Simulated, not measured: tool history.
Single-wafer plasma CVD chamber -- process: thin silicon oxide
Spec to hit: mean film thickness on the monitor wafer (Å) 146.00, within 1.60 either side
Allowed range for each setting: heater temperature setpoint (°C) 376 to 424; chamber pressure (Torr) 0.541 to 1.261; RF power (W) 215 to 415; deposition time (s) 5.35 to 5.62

run	hour	heater temperature setpoint (°C)	chamber pressure (Torr)	RF power (W)	deposition time (s)	mean film thickness on the monitor wafer (Å)
1	0.0	400	0.901	315	5.62	110.91
2	5.7	400	0.901	275	5.62	104.75
3	10.4	400	0.901	305	5.62	109.21
4	14.7	400	0.990	305	5.62	118.79
5	17.3	405	0.990	305	5.62	118.53
6	24.7	398	0.990	305	5.62	118.78
7	29.9	398	1.054	305	5.62	125.01
8	34.4	398	1.105	305	5.62	128.80
9	40.5	398	1.150	305	5.62	132.96
10	42.7	398	1.182	305	5.62	134.70
11	50.3	398	1.205	310	5.62	137.26
12	53.1	398	1.221	315	5.62	139.44
13	54.1	398	1.233	320	5.62	140.12
14	61.5	397	1.241	330	5.62	142.26
15	63.6	397	1.247	335	5.62	143.61

Next run, 4 choices. One meets every target within its allowed miss, the rest don't. Which?
A	65.7	392	1.150	335	5.62	?
B	65.7	398	1.252	360	5.55	?
C	65.7	396	1.241	330	5.62	?
D	65.7	393	1.247	335	5.51	?

move	mean film thickness on the monitor wafer (Å)
A	138.71
B	146.01
C	142.62
D	141.27
A: its largest miss is bigger than the last run's
B: every result within its allowed miss
C: its largest miss is bigger than the last run's
D: its largest miss is bigger than the last run's
The right move is B.
